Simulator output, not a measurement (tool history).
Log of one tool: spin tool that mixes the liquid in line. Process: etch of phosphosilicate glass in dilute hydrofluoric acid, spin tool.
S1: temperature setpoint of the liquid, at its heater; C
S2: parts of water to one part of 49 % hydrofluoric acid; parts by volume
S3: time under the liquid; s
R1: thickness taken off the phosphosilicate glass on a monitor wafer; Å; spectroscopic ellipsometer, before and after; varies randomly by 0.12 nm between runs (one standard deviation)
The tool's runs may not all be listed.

{"run": 1, "hour": 0.0, "S1": 23, "S2": 190, "S3": 20, "R1": 183.58}
{"run": 2, "hour": 3.1, "S1": 22.5, "S2": 190, "S3": 20, "R1": 181.64}
{"run": 3, "hour": 6.6, "S1": 22.5, "S2": 155, "S3": 20, "R1": 233.41}
{"run": 4, "hour": 8.0, "S1": 20, "S2": 155, "S3": 20, "R1": 211.87}
{"run": 5, "hour": 9.1, "S1": 23, "S2": 155, "S3": 20, "R1": 238.84}
{"run": 6, "hour": 16.5, "S1": 25, "S2": 155, "S3": 20, "R1": 253.31}
{"run": 7, "hour": 18.3, "S1": 24, "S2": 160, "S3": 20, "R1": 240.71}
{"run": 8, "hour": 24.9, "S1": 23.5, "S2": 165, "S3": 20, "R1": 222.87}

Run 9 has not been measured yet. What should we expect?
{"run": 9, "hour": 28.5, "S1": 23, "S2": 170, "S3": 20, "R1": "?"}

{"run 9": {"R1": 210.34}}

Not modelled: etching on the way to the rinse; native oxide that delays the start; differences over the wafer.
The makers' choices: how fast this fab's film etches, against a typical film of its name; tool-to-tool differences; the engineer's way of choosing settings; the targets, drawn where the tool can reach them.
